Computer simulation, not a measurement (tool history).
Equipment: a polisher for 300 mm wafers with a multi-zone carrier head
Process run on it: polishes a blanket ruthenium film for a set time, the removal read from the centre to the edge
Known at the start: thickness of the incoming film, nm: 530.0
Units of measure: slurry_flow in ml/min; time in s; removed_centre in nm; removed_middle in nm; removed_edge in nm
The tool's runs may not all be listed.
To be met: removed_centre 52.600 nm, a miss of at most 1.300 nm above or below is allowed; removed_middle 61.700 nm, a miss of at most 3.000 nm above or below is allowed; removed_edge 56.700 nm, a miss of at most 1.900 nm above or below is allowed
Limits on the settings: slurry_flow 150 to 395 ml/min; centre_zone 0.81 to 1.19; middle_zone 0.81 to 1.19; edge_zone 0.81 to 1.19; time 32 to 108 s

{"run": 1, "day": 0.0, "slurry_flow": 250, "centre_zone": 1.0, "middle_zone": 1.0, "edge_zone": 1.0, "time": 70, "removed_centre": 72.161, "removed_middle": 70.778, "removed_edge": 75.53}
{"run": 2, "day": 0.158, "slurry_flow": 250, "centre_zone": 0.92, "middle_zone": 1.0, "edge_zone": 1.0, "time": 70, "removed_centre": 67.521, "removed_middle": 73.29, "removed_edge": 75.729}
{"run": 3, "day": 0.496, "slurry_flow": 250, "centre_zone": 0.91, "middle_zone": 1.0, "edge_zone": 0.98, "time": 68, "removed_centre": 64.999, "removed_middle": 67.942, "removed_edge": 71.225}
{"run": 4, "day": 0.542, "slurry_flow": 250, "centre_zone": 0.91, "middle_zone": 0.93, "edge_zone": 0.98, "time": 68, "removed_centre": 64.564, "removed_middle": 65.65, "removed_edge": 71.238}
{"run": 5, "day": 0.696, "slurry_flow": 245, "centre_zone": 0.9, "middle_zone": 0.95, "edge_zone": 0.96, "time": 67, "removed_centre": 62.717, "removed_middle": 65.38, "removed_edge": 68.733}
{"run": 6, "day": 0.9, "slurry_flow": 240, "centre_zone": 0.89, "middle_zone": 0.96, "edge_zone": 0.94, "time": 67, "removed_centre": 61.508, "removed_middle": 66.93, "removed_edge": 70.059}
{"run": 7, "day": 1.229, "slurry_flow": 255, "centre_zone": 0.89, "middle_zone": 0.97, "edge_zone": 0.93, "time": 65, "removed_centre": 60.029, "removed_middle": 66.546, "removed_edge": 66.357}
{"day": 1.4, "done": "slurry nozzle cleaned"}
{"run": 8, "day": 1.4, "slurry_flow": 260, "centre_zone": 0.89, "middle_zone": 0.96, "edge_zone": 0.92, "time": 64, "removed_centre": 61.906, "removed_middle": 66.245, "removed_edge": 65.797}
{"run": 9, "day": 1.642, "slurry_flow": 255, "centre_zone": 0.89, "middle_zone": 0.96, "edge_zone": 0.91, "time": 63, "removed_centre": 60.452, "removed_middle": 66.177, "removed_edge": 66.569}
{"run": 10, "day": 2.012, "slurry_flow": 255, "centre_zone": 0.89, "middle_zone": 0.96, "edge_zone": 0.91, "time": 63, "removed_centre": 61.168, "removed_middle": 64.811, "removed_edge": 65.726}
{"run": 11, "day": 2.317, "slurry_flow": 220, "centre_zone": 0.83, "middle_zone": 1.02, "edge_zone": 0.81, "time": 56, "removed_centre": 49.82, "removed_middle": 59.911, "removed_edge": 55.095}
{"run": 12, "day": 2.496, "slurry_flow": 225, "centre_zone": 0.83, "middle_zone": 1.02, "edge_zone": 0.81, "time": 56, "removed_centre": 49.296, "removed_middle": 59.367, "removed_edge": 55.524}
{"run": 13, "day": 2.754, "slurry_flow": 230, "centre_zone": 0.83, "middle_zone": 1.02, "edge_zone": 0.81, "time": 56, "removed_centre": 50.168, "removed_middle": 59.49, "removed_edge": 55.071}
{"run": 14, "day": 2.875, "slurry_flow": 235, "centre_zone": 0.83, "middle_zone": 1.02, "edge_zone": 0.81, "time": 56, "removed_centre": 50.345, "removed_middle": 60.355, "removed_edge": 54.956}
{"run": 15, "day": 3.217, "slurry_flow": 240, "centre_zone": 0.83, "middle_zone": 1.02, "edge_zone": 0.81, "time": 56, "removed_centre": 50.222, "removed_middle": 60.742, "removed_edge": 54.215}

Exactly one of the 4 candidate moves below puts every result within its allowed miss. Which one?
{"run": "A", "day": 3.558, "slurry_flow": 325, "centre_zone": 0.81, "middle_zone": 1.08, "edge_zone": 0.82, "time": 51, "removed_centre": "?", "removed_middle": "?", "removed_edge": "?"}
{"run": "B", "day": 3.558, "slurry_flow": 235, "centre_zone": 0.81, "middle_zone": 1.04, "edge_zone": 0.84, "time": 55, "removed_centre": "?", "removed_middle": "?", "removed_edge": "?"}
{"run": "C", "day": 3.558, "slurry_flow": 365, "centre_zone": 0.9, "middle_zone": 1.08, "edge_zone": 0.81, "time": 52, "removed_centre": "?", "removed_middle": "?", "removed_edge": "?"}
{"run": "D", "day": 3.558, "slurry_flow": 270, "centre_zone": 0.88, "middle_zone": 1.06, "edge_zone": 0.87, "time": 55, "removed_centre": "?", "removed_middle": "?", "removed_edge": "?"}

move=A removed_centre=46.894 removed_middle=60.266 removed_edge=51.123
move=B removed_centre=48.641 removed_middle=60.767 removed_edge=54.283
move=C removed_centre=53.255 removed_middle=62.040 removed_edge=52.249
move=D removed_centre=53.454 removed_middle=62.758 removed_edge=55.818
A: misses by more than the last run did
B: misses by more than the last run did
C: the worst result of the last run now meets its target, but another is out of spec
D: in spec on every target
D is the move that brings every result within its allowed miss.
